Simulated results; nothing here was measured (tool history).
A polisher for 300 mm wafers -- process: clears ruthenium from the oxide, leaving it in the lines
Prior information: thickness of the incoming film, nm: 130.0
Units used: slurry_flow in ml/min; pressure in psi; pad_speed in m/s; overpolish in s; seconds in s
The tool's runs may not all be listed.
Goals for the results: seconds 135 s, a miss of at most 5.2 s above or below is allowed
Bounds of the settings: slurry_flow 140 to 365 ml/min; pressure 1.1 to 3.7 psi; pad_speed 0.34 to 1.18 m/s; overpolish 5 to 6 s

run,hour,slurry_flow,pressure,pad_speed,overpolish,seconds
1,0,235,2.4,0.76,6,167.14
2,8.5,235,2.5,0.76,6,160.54
3,9.4,235,2.6,0.76,6,152.5
4,15.9,235,2.6,0.76,6,153.84
5,18.2,215,2.6,0.76,6,157.8
6,20.4,260,2.6,0.76,6,149.11
7,25.7,270,2.6,0.76,6,152.29
8,28.8,270,2.7,0.76,6,146.62
9,32.5,270,2.8,0.76,6,144.37

Below are 4 possible settings for the next run. Only one of them brings all results inside the allowed miss of their targets. Which is it?
A,36.2,315,2.4,0.84,6,?
B,36.2,305,3.3,0.58,5,?
C,36.2,320,3,0.74,5,?
D,36.2,275,2.9,0.7,6,?

move,seconds
A,144.84
B,155.7
C,133.8
D,147.34
A: lands further from the targets than the last run did
B: lands further from the targets than the last run did
C: all results in spec
D: lands further from the targets than the last run did
C is the move that brings every result within its allowed miss.
